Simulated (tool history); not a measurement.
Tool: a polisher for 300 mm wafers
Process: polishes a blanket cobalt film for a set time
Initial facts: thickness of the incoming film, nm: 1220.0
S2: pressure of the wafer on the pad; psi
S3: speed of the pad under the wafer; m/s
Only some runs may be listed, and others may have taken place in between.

{"run": 1, "hour": 0.0, "flow of slurry (ml/min)": 235, "S2": 2.5, "S3": 1.1, "polishing time (s)": 35, "film removed (nm)": 204.98}
{"run": 2, "hour": 3.1, "flow of slurry (ml/min)": 280, "S2": 2.5, "S3": 1.1, "polishing time (s)": 35, "film removed (nm)": 212.51}
{"run": 3, "hour": 8.2, "flow of slurry (ml/min)": 275, "S2": 2.2, "S3": 1.06, "polishing time (s)": 35, "film removed (nm)": 175.78}
{"run": 4, "hour": 12.4, "flow of slurry (ml/min)": 275, "S2": 2.8, "S3": 1.06, "polishing time (s)": 35, "film removed (nm)": 227.27}
{"run": 5, "hour": 15.8, "flow of slurry (ml/min)": 275, "S2": 2.5, "S3": 1.02, "polishing time (s)": 35, "film removed (nm)": 191.96}
{"run": 6, "hour": 18.9, "flow of slurry (ml/min)": 275, "S2": 2.5, "S3": 1.02, "polishing time (s)": 31, "film removed (nm)": 175.36}
{"run": 7, "hour": 20.5, "flow of slurry (ml/min)": 275, "S2": 2.2, "S3": 1.02, "polishing time (s)": 31, "film removed (nm)": 152.75}

Run 8 is up next; what results do you expect?
{"run": 8, "hour": 26.6, "flow of slurry (ml/min)": 275, "S2": 2, "S3": 1.02, "polishing time (s)": 31, "film removed (nm)": "?"}

Run 8 produced film removed (nm) 140.09.
